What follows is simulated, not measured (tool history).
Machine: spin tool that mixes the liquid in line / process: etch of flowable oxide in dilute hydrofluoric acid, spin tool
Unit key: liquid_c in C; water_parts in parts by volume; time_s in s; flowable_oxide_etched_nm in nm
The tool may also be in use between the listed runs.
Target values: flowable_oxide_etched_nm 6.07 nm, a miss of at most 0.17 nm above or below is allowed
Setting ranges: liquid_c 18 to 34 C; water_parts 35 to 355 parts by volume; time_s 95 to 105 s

| run | hour | liquid_c | water_parts | time_s | flowable_oxide_etched_nm |
|---|---|---|---|---|---|
| 1 | 0 | 26 | 195 | 95 | 10.478 |
| 2 | 7.5 | 25 | 200 | 95 | 9.9786 |
| 3 | 13.2 | 24 | 205 | 95 | 9.2958 |
| 4 | 15.8 | 23.5 | 210 | 95 | 8.9055 |
| 5 | 21.2 | 23.5 | 240 | 95 | 7.5991 |
| 6 | 24.2 | 23.5 | 195 | 95 | 9.6236 |
| 7 | 30 | 23 | 200 | 95 | 9.2463 |
| 8 | 36.6 | 22.5 | 205 | 95 | 8.7524 |
| 9 | 45.2 | 22 | 210 | 95 | 8.307 |
| 10 | 52.5 | 21.5 | 215 | 95 | 7.9867 |
| 11 | 53.8 | 21 | 220 | 95 | 7.6613 |

Of the 4 settings listed for the next run, only one would bring every result within its allowed miss of target. Which one?
| A | 55.1 | 24 | 200 | 105 | ? |
| B | 55.1 | 20.5 | 280 | 105 | ? |
| C | 55.1 | 24.5 | 220 | 105 | ? |
| D | 55.1 | 22 | 205 | 100 | ? |

| move | flowable_oxide_etched_nm |
|---|---|
| A | 10.655 |
| B | 6.1802 |
| C | 9.6566 |
| D | 9.1402 |
A: the biggest miss grows against the last run
B: every result lands within tolerance
C: the biggest miss grows against the last run
D: the biggest miss grows against the last run
The right move is B.
